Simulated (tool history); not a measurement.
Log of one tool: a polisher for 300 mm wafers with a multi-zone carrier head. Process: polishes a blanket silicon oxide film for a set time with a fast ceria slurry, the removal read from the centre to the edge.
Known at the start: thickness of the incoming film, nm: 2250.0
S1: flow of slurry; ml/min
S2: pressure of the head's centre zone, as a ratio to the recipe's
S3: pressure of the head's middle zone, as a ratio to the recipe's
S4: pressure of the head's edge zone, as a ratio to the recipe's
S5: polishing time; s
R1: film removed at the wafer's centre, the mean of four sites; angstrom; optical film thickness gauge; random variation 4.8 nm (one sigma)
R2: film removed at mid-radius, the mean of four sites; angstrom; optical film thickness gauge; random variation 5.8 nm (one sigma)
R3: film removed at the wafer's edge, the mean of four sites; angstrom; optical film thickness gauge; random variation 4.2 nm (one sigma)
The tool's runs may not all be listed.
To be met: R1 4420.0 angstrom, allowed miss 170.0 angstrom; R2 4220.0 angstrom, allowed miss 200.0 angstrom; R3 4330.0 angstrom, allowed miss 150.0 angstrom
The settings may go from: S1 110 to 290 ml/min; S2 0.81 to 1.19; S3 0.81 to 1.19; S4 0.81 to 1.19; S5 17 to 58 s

run	hour	S1	S2	S3	S4	S5	R1	R2	R3
1	0.0	185	1.00	1.00	1.00	37	5225.7	5458.6	5210.7
2	2.5	180	1.00	0.98	0.98	36	5168.0	5013.4	5060.9
3	6.4	175	0.99	0.98	0.97	35	4934.7	4952.7	4822.5
4	11.8	205	0.99	0.98	0.97	35	5057.0	5103.2	4997.3
5	20.6	205	1.03	0.98	0.97	35	5356.5	5082.7	4960.8
6	25.7	205	1.03	0.98	0.90	35	5137.9	5130.7	4807.9
7	28.0	160	1.00	0.88	0.84	32	4476.2	4150.9	4093.4
8	28.9	160	0.99	0.88	0.85	32	4445.8	4168.3	4215.4

4 next moves are on the table. One of them brings every result within its allowed miss. Which?
A	29.8	170	1.00	0.91	0.81	31	?	?	?
B	29.8	175	1.07	0.94	0.88	30	?	?	?
C	29.8	175	0.97	0.88	0.90	32	?	?	?
D	29.8	145	1.03	0.96	0.81	31	?	?	?

move	R1	R2	R3
A	4268.4	4233.9	3947.7
B	4448.1	4195.2	3977.6
C	4296.7	4308.6	4289.0
D	4248.2	4236.1	3858.7
A: further off than the last run
B: further off than the last run
C: meets every target
D: further off than the last run
Answer: C

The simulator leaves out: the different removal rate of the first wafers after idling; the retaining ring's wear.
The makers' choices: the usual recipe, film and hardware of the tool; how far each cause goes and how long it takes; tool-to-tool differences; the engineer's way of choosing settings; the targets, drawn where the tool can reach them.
